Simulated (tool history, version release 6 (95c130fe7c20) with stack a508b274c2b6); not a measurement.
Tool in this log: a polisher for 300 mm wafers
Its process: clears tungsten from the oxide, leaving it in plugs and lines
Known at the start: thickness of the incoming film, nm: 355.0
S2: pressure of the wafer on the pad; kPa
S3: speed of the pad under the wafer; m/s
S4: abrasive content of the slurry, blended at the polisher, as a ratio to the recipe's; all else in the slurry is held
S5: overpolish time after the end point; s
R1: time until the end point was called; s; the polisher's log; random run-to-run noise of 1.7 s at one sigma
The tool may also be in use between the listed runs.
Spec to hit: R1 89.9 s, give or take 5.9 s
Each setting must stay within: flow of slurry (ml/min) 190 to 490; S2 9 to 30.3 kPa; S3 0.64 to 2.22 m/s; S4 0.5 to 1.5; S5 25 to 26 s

run 1 hour=0 | flow_of_slurry_(ml/min)=315 S2=19.3 S3=1.42 S4=1 S5=25 | R1=62.074
run 2 hour=5.8 | flow_of_slurry_(ml/min)=315 S2=18.6 S3=1.42 S4=1 S5=25 | R1=65.243
run 3 hour=11.6 | flow_of_slurry_(ml/min)=315 S2=17.9 S3=1.42 S4=1 S5=25 | R1=66.145
run 4 hour=19.5 | flow_of_slurry_(ml/min)=315 S2=17.9 S3=1.42 S4=1.2 S5=25 | R1=66.117
run 5 hour=25.2 | flow_of_slurry_(ml/min)=315 S2=17.9 S3=1.42 S4=1 S5=25 | R1=66.577
run 6 hour=27.7 | flow_of_slurry_(ml/min)=315 S2=17.2 S3=1.42 S4=1 S5=25 | R1=70.075
run 7 hour=35 | flow_of_slurry_(ml/min)=315 S2=16.5 S3=1.42 S4=1 S5=25 | R1=69.958
run 8 hour=43.6 | flow_of_slurry_(ml/min)=315 S2=15.9 S3=1.42 S4=1 S5=25 | R1=71.713
run 9 hour=47.4 | flow_of_slurry_(ml/min)=315 S2=15.2 S3=1.42 S4=1 S5=25 | R1=75.685
run 10 hour=53.2 | flow_of_slurry_(ml/min)=315 S2=15.2 S3=1.42 S4=1 S5=25 | R1=72.698
run 11 hour=57.2 | flow_of_slurry_(ml/min)=315 S2=14.5 S3=1.4 S4=1 S5=25 | R1=79.522

Of the 4 settings listed for the next run, only one would bring every result within its allowed miss of target. Which one?
run A hour=61.2 | flow_of_slurry_(ml/min)=295 S2=15.2 S3=1.64 S4=1 S5=25 | R1=?
run B hour=61.2 | flow_of_slurry_(ml/min)=465 S2=9 S3=1.54 S4=1 S5=25 | R1=?
run C hour=61.2 | flow_of_slurry_(ml/min)=330 S2=18.6 S3=1.24 S4=1 S5=26 | R1=?
run D hour=61.2 | flow_of_slurry_(ml/min)=365 S2=16.5 S3=1.34 S4=1.05 S5=25 | R1=?

move=A R1=63.916
move=B R1=87.784
move=C R1=72.713
move=D R1=71.471
A: lands further from the targets than the last run did
B: all results land within tolerance of their targets
C: lands further from the targets than the last run did
D: lands further from the targets than the last run did
So the answer is move B, the one that meets all the targets.
